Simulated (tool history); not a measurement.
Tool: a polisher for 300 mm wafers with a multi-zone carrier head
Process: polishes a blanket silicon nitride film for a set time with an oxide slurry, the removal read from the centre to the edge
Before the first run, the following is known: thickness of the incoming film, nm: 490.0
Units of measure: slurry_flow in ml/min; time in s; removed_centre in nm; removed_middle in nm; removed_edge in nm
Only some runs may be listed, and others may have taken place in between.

run 1 hour=0.0 | slurry_flow=180 centre_zone=1.00 middle_zone=1.00 edge_zone=1.00 slurry_solids=1.00 time=38 | removed_centre=17.657 removed_middle=17.171 removed_edge=17.772
run 2 hour=2.4 | slurry_flow=185 centre_zone=1.02 middle_zone=1.01 edge_zone=1.02 slurry_solids=1.00 time=38 | removed_centre=18.547 removed_middle=17.760 removed_edge=17.964
run 3 hour=8.0 | slurry_flow=185 centre_zone=1.02 middle_zone=1.01 edge_zone=0.97 slurry_solids=1.00 time=38 | removed_centre=18.333 removed_middle=18.241 removed_edge=17.435
run 4 hour=12.0 | slurry_flow=190 centre_zone=1.03 middle_zone=1.01 edge_zone=0.99 slurry_solids=1.00 time=38 | removed_centre=18.447 removed_middle=17.773 removed_edge=17.949
run 5 hour=15.2 | slurry_flow=200 centre_zone=1.04 middle_zone=1.02 edge_zone=1.00 slurry_solids=1.00 time=38 | removed_centre=19.132 removed_middle=18.021 removed_edge=17.769
run 6 hour=22.6 | slurry_flow=200 centre_zone=1.04 middle_zone=1.02 edge_zone=1.02 slurry_solids=1.05 time=38 | removed_centre=19.768 removed_middle=18.948 removed_edge=18.611

Run 7 comes next. What will it give?
run 7 hour=30.3 | slurry_flow=205 centre_zone=1.04 middle_zone=1.02 edge_zone=1.04 slurry_solids=1.05 time=38 | removed_centre=? removed_middle=? removed_edge=?

Run 7 produced removed_centre 19.795 nm, removed_middle 18.699 nm, removed_edge 18.712 nm.
